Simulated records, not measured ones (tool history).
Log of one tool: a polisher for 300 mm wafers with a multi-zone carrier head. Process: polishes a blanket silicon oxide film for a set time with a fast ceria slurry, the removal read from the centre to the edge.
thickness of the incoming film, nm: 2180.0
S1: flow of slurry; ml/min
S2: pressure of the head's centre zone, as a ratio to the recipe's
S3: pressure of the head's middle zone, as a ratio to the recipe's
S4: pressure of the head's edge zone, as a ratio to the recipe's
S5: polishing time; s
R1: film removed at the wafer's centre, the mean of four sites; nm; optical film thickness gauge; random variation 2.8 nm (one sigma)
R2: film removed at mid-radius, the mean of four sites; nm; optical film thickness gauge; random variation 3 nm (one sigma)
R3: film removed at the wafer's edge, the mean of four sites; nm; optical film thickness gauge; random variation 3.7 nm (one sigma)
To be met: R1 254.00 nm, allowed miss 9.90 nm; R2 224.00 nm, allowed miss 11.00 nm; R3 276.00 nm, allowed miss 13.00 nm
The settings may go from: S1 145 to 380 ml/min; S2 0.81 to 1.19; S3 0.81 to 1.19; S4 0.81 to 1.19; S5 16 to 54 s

{"run": 1, "hour": 0.0, "S1": 245, "S2": 1.0, "S3": 1.0, "S4": 1.0, "S5": 35, "R1": 377.65, "R2": 360.31, "R3": 381.13}
{"run": 2, "hour": 1.8, "S1": 245, "S2": 1.0, "S3": 1.0, "S4": 1.0, "S5": 43, "R1": 473.15, "R2": 446.47, "R3": 459.99}
{"run": 3, "hour": 6.7, "S1": 235, "S2": 0.99, "S3": 0.95, "S4": 0.98, "S5": 37, "R1": 398.68, "R2": 367.66, "R3": 395.68}
{"run": 4, "hour": 14.9, "S1": 235, "S2": 0.99, "S3": 0.95, "S4": 0.98, "S5": 30, "R1": 321.02, "R2": 302.45, "R3": 319.63}
{"run": 5, "hour": 19.3, "S1": 230, "S2": 0.98, "S3": 0.91, "S4": 1.01, "S5": 28, "R1": 293.95, "R2": 267.26, "R3": 301.51}
{"run": 6, "hour": 26.0, "S1": 230, "S2": 0.98, "S3": 0.91, "S4": 1.01, "S5": 36, "R1": 384.99, "R2": 343.23, "R3": 381.37}
{"run": 7, "hour": 32.0, "S1": 225, "S2": 0.96, "S3": 0.88, "S4": 1.03, "S5": 32, "R1": 339.57, "R2": 304.36, "R3": 345.86}
{"run": 8, "hour": 36.6, "S1": 190, "S2": 0.93, "S3": 0.81, "S4": 1.11, "S5": 22, "R1": 216.05, "R2": 183.0, "R3": 240.89}
{"run": 9, "hour": 39.9, "S1": 220, "S2": 0.94, "S3": 0.83, "S4": 1.12, "S5": 22, "R1": 223.84, "R2": 194.73, "R3": 246.78}
{"run": 10, "hour": 48.3, "S1": 240, "S2": 0.95, "S3": 0.83, "S4": 1.13, "S5": 23, "R1": 237.13, "R2": 204.39, "R3": 263.52}

Which of these 4 next moves meets every target?
{"run": "A", "hour": 56.7, "S1": 330, "S2": 0.93, "S3": 0.85, "S4": 1.19, "S5": 21, "R1": "?", "R2": "?", "R3": "?"}
{"run": "B", "hour": 56.7, "S1": 220, "S2": 1.11, "S3": 0.81, "S4": 1.11, "S5": 22, "R1": "?", "R2": "?", "R3": "?"}
{"run": "C", "hour": 56.7, "S1": 225, "S2": 0.97, "S3": 0.86, "S4": 1.13, "S5": 24, "R1": "?", "R2": "?", "R3": "?"}
{"run": "D", "hour": 56.7, "S1": 290, "S2": 1.02, "S3": 0.91, "S4": 1.13, "S5": 20, "R1": "?", "R2": "?", "R3": "?"}

move=A R1=221.36 R2=203.06 R3=253.70
move=B R1=263.34 R2=195.21 R3=247.81
move=C R1=251.75 R2=224.51 R3=273.26
move=D R1=228.30 R2=201.99 R3=232.80
A: further off than the last run
B: further off than the last run
C: meets every target
D: further off than the last run
The right move is C.
